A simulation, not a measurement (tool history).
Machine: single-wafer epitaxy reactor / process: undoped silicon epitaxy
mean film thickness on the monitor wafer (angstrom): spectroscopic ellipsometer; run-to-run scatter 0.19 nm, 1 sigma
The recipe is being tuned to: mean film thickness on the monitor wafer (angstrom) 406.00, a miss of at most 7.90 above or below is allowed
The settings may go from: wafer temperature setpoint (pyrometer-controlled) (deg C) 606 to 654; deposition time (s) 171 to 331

run  hour  wafer temperature setpoint (pyrometer-controlled) (deg C)  deposition time (s)  mean film thickness on the monitor wafer (angstrom)
  1   0.0                                                        630                  251                                               295.12
  2   1.3                                                        630                  273                                               322.90
  3   4.0                                                        630                  290                                               340.18
  4   6.6                                                        622                  290                                               285.84
  5  12.5                                                        625                  290                                               305.59
  6  15.1                                                        625                  270                                               284.20
  7  20.4                                                        628                  270                                               306.55
  8  22.1                                                        630                  270                                               316.37
     29.9  -- pyrometer calibrated
  9  29.9                                                        632                  270                                               308.03
 10  34.1                                                        636                  274                                               341.35
 11  40.9                                                        638                  274                                               357.19
 12  49.8                                                        639                  274                                               367.32
 13  58.4                                                        639                  274                                               365.73

Exercise: of the 4 proposed moves below, exactly one satisfies all targets within the stated allowed misses. Which move is it?
  A  67.0                                                        643                  299                                                    ?
  B  67.0                                                        643                  282                                                    ?
  C  67.0                                                        640                  313                                                    ?
  D  67.0                                                        636                  262                                                    ?

move  mean film thickness on the monitor wafer (angstrom)
   A                                               428.79
   B                                               404.41
   C                                               420.94
   D                                               323.22
A: carries the result that was furthest off beyond its target, to the other side
B: in spec on every target
C: carries the result that was furthest off beyond its target, to the other side
D: misses by more than the last run did
So the answer is move B, the one that meets all the targets.
